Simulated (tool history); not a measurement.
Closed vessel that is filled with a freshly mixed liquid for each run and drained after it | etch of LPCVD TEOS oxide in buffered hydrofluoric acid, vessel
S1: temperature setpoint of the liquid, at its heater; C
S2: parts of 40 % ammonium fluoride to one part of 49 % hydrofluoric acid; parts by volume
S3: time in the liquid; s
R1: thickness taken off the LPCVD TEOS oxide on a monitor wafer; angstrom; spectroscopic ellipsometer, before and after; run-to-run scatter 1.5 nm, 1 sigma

{"run": 1, "day": 0.0, "S1": 24, "S2": 22, "S3": 95, "R1": 2270.1}
{"run": 2, "day": 0.112, "S1": 23, "S2": 22, "S3": 95, "R1": 2108}
{"run": 3, "day": 0.488, "S1": 23, "S2": 24, "S3": 95, "R1": 1977.7}
{"run": 4, "day": 0.658, "S1": 24.5, "S2": 24, "S3": 95, "R1": 2168.2}
{"run": 5, "day": 0.821, "S1": 22.5, "S2": 24, "S3": 95, "R1": 1939.6}
{"run": 6, "day": 0.896, "S1": 22.5, "S2": 24, "S3": 95, "R1": 1948}
{"run": 7, "day": 1.254, "S1": 21.5, "S2": 24, "S3": 95, "R1": 1802.3}
{"run": 8, "day": 1.4, "S1": 21, "S2": 24, "S3": 95, "R1": 1772.5}
{"run": 9, "day": 1.654, "S1": 20.5, "S2": 24, "S3": 95, "R1": 1727}

Estimate the outcome of run 10 from the log above:
{"run": 10, "day": 1.992, "S1": 20, "S2": 24, "S3": 95, "R1": "?"}

{"run 10": {"R1": 1694.7}}
